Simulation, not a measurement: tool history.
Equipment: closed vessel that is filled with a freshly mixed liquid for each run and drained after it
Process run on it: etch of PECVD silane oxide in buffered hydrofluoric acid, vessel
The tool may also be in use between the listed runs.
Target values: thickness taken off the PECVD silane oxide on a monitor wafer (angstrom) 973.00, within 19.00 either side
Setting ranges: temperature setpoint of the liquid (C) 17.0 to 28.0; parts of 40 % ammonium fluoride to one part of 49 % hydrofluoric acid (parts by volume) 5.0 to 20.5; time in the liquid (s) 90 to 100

run,hour,temperature setpoint of the liquid (C),parts of 40 % ammonium fluoride to one part of 49 % hydrofluoric acid (parts by volume),time in the liquid (s),thickness taken off the PECVD silane oxide on a monitor wafer (angstrom)
1,0.0,20.0,12.5,90,866.64
2,8.1,20.0,15.5,90,697.95
3,16.3,20.0,18.5,90,590.46
4,16.9,20.0,18.5,100,653.41
5,22.7,18.0,18.5,100,580.36
6,26.8,20.5,18.5,100,672.41
7,29.6,22.5,18.5,100,752.30
8,36.1,24.0,18.5,100,815.91
9,38.9,25.0,18.5,100,862.81
10,41.0,25.5,18.5,100,888.05
11,48.9,26.0,18.5,100,913.68
12,49.6,26.5,18.5,100,933.54

Next run, 5 choices. One meets every target within its allowed miss, the rest don't. Which?
A,50.3,27.0,20.0,95,?
B,50.3,27.5,17.5,90,?
C,50.3,27.5,19.0,95,?
D,50.3,26.0,16.5,95,?
E,50.3,27.5,18.5,95,?

move,thickness taken off the PECVD silane oxide on a monitor wafer (angstrom)
A,844.06
B,936.74
C,911.92
D,966.57
E,936.17
A: moves away from the targets compared with the last run
B: closes in on the targets versus the last run, not all within tolerance yet
C: moves away from the targets compared with the last run
D: all results land within tolerance of their targets
E: closes in on the targets versus the last run, not all within tolerance yet
D meets every target.
